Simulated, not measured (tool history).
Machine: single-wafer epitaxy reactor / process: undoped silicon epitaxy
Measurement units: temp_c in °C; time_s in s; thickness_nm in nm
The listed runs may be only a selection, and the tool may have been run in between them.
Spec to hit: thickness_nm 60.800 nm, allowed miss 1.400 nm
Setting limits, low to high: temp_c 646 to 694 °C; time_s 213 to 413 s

run,hour,temp_c,time_s,thickness_nm
1,0.0,670,313,91.584
2,5.0,676,313,105.920
3,12.8,682,313,122.250
4,17.3,673,312,97.946
5,20.1,667,311,83.902
6,26.7,663,310,76.102
7,33.0,660,310,71.154
8,36.9,658,310,67.834
9,44.7,657,310,66.373
10,49.0,652,309,57.720

Which single option among these 5 for the next run brings every result within its allowed miss of target? Just one does.
A,53.3,648,326,?
B,53.3,651,287,?
C,53.3,650,317,?
D,53.3,668,218,?
E,53.3,653,298,?

move,thickness_nm
A,55.826
B,52.979
C,57.074
D,60.944
E,57.815
A: moves away from the targets compared with the last run
B: moves away from the targets compared with the last run
C: moves away from the targets compared with the last run
D: all results land within tolerance of their targets
E: as far off as the last run
The right move is D.

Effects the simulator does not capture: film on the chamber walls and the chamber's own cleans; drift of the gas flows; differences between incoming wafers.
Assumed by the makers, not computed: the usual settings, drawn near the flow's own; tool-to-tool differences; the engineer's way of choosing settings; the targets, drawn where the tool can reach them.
